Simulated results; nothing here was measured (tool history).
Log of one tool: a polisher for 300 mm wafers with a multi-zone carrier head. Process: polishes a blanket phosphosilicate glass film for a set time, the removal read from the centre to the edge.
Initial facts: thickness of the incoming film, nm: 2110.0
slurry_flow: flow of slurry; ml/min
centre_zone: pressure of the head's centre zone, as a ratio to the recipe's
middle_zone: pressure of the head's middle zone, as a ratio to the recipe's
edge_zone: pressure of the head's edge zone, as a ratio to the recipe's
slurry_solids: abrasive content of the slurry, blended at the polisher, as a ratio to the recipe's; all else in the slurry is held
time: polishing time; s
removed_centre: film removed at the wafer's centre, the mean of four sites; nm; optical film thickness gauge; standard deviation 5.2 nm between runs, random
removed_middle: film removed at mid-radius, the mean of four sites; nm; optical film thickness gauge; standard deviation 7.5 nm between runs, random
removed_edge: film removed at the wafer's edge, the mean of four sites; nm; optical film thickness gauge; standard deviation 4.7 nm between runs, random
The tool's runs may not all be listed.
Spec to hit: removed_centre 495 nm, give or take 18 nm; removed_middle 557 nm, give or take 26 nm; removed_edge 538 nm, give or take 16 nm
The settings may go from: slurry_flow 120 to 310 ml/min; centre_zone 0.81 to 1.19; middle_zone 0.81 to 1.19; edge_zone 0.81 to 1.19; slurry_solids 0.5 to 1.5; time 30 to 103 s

run,hour,slurry_flow,centre_zone,middle_zone,edge_zone,slurry_solids,time,removed_centre,removed_middle,removed_edge
1,0,200,1,1,1,1,66,857.77,874.51,886.95
2,6.7,195,0.98,1,0.98,0.9,64,798.96,792.17,814.61
3,15.5,195,0.98,1,1.06,0.9,64,790.6,806.04,831.96
4,16.5,165,0.98,1,1.06,0.9,64,746.36,816.73,815.49
5,17.1,165,0.98,1,1.06,0.7,64,680.27,694.52,732.64
6,23.3,160,0.97,1.02,1.04,0.65,62,618.9,678.28,679.1
7,29.2,160,0.96,1.02,1.02,0.6,61,576.56,631.23,628.93
8,31.4,160,0.95,1.01,0.99,0.6,61,576.54,628.66,628
9,39.7,160,0.94,1.01,0.97,0.6,61,564,622.6,609.61
10,40.8,155,0.93,1,0.95,0.6,61,566.16,601.99,601.86
11,49.7,150,0.91,1,0.93,0.6,61,542.91,623.27,588.77

Which single option among these 4 for the next run brings every result within its allowed miss of target? Just one does.
A,58.6,155,1.03,0.96,0.87,0.5,57,?,?,?
B,58.6,120,0.91,1,0.87,0.7,55,?,?,?
C,58.6,160,0.88,0.92,0.98,0.6,53,?,?,?
D,58.6,145,0.9,0.97,1.01,0.55,59,?,?,?

move,removed_centre,removed_middle,removed_edge
A,528.85,513.89,487.9
B,495.45,569.42,531.39
C,462.85,508.72,527.94
D,493.3,555.22,562.34
A: the result that was furthest off in the last run now lies on the other side of its target
B: all results in spec
C: the furthest-off result lands on target, but another misses its tolerance
D: closes in on the targets versus the last run, not all within tolerance yet
B meets every target.

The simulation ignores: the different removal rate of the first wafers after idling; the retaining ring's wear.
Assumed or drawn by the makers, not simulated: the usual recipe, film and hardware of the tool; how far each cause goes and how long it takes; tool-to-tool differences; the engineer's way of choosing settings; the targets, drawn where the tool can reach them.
